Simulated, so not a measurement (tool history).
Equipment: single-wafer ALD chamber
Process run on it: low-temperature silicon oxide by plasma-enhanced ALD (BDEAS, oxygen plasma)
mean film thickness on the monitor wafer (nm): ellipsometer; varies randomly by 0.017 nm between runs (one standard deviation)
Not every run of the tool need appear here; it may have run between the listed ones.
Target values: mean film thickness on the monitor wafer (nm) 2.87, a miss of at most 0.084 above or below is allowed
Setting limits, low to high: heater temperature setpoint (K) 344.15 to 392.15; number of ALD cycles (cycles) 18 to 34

run	hour	heater temperature setpoint (K)	number of ALD cycles (cycles)	mean film thickness on the monitor wafer (nm)
1	0	368.15	26	3.7983
2	1.3	369.15	25	3.6614
3	5.9	369.15	22	3.2255
4	14.6	369.15	24	3.4887
5	21.6	370.15	24	3.4632
6	24.4	370.15	27	3.9107
7	29.3	370.15	27	3.9678
8	30.6	371.15	26	3.7992
9	31.5	371.15	25	3.6488
10	39.4	371.15	25	3.624
11	44	371.15	24	3.4894
12	46.1	372.15	21	3.0452

Below are 4 possible settings for the next run. Only one of them brings all results inside the allowed miss of their targets. Which is it?
A	48.2	381.15	22	?
B	48.2	368.15	23	?
C	48.2	371.15	21	?
D	48.2	378.15	20	?

move	mean film thickness on the monitor wafer (nm)
A	3.1186
B	3.3588
C	3.0378
D	2.8489
A: further off than the last run
B: further off than the last run
C: as far off as the last run
D: in spec on every target
Go with D: it meets all targets.
